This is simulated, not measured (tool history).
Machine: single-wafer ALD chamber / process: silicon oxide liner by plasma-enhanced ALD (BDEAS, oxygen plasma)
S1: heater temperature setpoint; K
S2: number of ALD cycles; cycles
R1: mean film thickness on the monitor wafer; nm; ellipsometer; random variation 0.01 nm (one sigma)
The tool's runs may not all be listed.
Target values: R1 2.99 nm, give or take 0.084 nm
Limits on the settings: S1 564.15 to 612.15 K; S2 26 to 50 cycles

{"run": 1, "day": 0.0, "S1": 588.15, "S2": 38, "R1": 3.6397}
{"run": 2, "day": 0.1, "S1": 588.15, "S2": 40, "R1": 3.8103}
{"run": 3, "day": 0.433, "S1": 588.15, "S2": 45, "R1": 4.3283}
{"run": 4, "day": 0.55, "S1": 588.15, "S2": 43, "R1": 4.1195}
{"run": 5, "day": 0.775, "S1": 588.15, "S2": 41, "R1": 3.9132}
{"run": 6, "day": 1.017, "S1": 584.15, "S2": 41, "R1": 3.9613}
{"run": 7, "day": 1.067, "S1": 590.15, "S2": 35, "R1": 3.3337}
{"run": 8, "day": 1.267, "S1": 590.15, "S2": 34, "R1": 3.2494}

Exactly one of the 4 candidate moves below puts every result within its allowed miss. Which one?
{"run": "A", "day": 1.467, "S1": 589.15, "S2": 33, "R1": "?"}
{"run": "B", "day": 1.467, "S1": 586.15, "S2": 31, "R1": "?"}
{"run": "C", "day": 1.467, "S1": 591.15, "S2": 34, "R1": "?"}
{"run": "D", "day": 1.467, "S1": 595.15, "S2": 34, "R1": "?"}

move=A R1=3.1386
move=B R1=2.9595
move=C R1=3.2256
move=D R1=3.2093
A: better than the last run, though not everything is in spec
B: every result within its allowed miss
C: better than the last run, though not everything is in spec
D: better than the last run, though not everything is in spec
Correct choice: B, which meets every target

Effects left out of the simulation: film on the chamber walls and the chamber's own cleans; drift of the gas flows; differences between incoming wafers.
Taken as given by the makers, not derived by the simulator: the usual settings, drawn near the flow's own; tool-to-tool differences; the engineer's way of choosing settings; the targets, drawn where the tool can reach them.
